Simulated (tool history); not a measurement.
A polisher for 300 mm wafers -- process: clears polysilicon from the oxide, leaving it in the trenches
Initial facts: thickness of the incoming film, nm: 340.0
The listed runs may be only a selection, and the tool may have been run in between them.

| run | day | flow of slurry (ml/min) | pressure of the wafer on the pad (kPa) | speed of the pad under the wafer (cm/s) | overpolish time after the end point (s) | time until the end point was called (s) | dishing of a wide line in a test structure (angstrom) |
|---|---|---|---|---|---|---|---|
| 1 | 0.000 | 125 | 13.8 | 122 | 16 | 29.104 | 340.25 |
| 2 | 0.021 | 125 | 11.0 | 122 | 16 | 35.547 | 323.38 |
| 3 | 0.333 | 125 | 10.3 | 112 | 14 | 40.493 | 324.37 |
| 4 | 0.467 | 115 | 9.7 | 106 | 13 | 46.569 | 310.22 |
| 5 | 0.542 | 115 | 9.7 | 106 | 9 | 46.807 | 287.26 |
| 6 | 0.888 | 110 | 9.0 | 100 | 9 | 54.461 | 271.12 |

What will run 7 give?
| 7 | 0.958 | 105 | 8.3 | 96 | 10 | ? | ? |

time until the end point was called (s): 61.116
dishing of a wide line in a test structure (angstrom): 266.52
